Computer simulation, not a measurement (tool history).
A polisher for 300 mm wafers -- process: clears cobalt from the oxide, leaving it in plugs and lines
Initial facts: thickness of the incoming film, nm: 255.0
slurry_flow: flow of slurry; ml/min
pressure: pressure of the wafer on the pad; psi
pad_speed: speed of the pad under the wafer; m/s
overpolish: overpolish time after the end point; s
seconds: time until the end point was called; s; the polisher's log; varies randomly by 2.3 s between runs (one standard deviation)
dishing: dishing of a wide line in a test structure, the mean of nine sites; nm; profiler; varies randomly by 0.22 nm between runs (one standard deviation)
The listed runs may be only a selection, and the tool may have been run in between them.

run    day  slurry_flow  pressure  pad_speed  overpolish  seconds  dishing
  1      0          260       1.3       0.78          11   100.65   25.728
  2  0.238          260       1.4       0.78          11   95.175   27.612
  3  0.425          260       1.6       0.78          11   81.869   29.887
  4  0.467          260       1.3       0.78          11   98.848   25.307
  5  0.704          260       1.2       0.78          11   107.76   23.913
  6  1.021          260       1.4       0.78          11   95.699    27.41
  7  1.342          260       1.3       0.78          11   99.353   25.269
  8  1.717          260       1.2       0.78          11   110.44   24.089

Estimate the outcome of run 9 from the log above:
     1.858  -- slurry nozzle cleaned
  9  1.858          255       0.9       0.78          12        ?        ?

Run 9 yielded seconds 131.51 s, dishing 21.778 nm.

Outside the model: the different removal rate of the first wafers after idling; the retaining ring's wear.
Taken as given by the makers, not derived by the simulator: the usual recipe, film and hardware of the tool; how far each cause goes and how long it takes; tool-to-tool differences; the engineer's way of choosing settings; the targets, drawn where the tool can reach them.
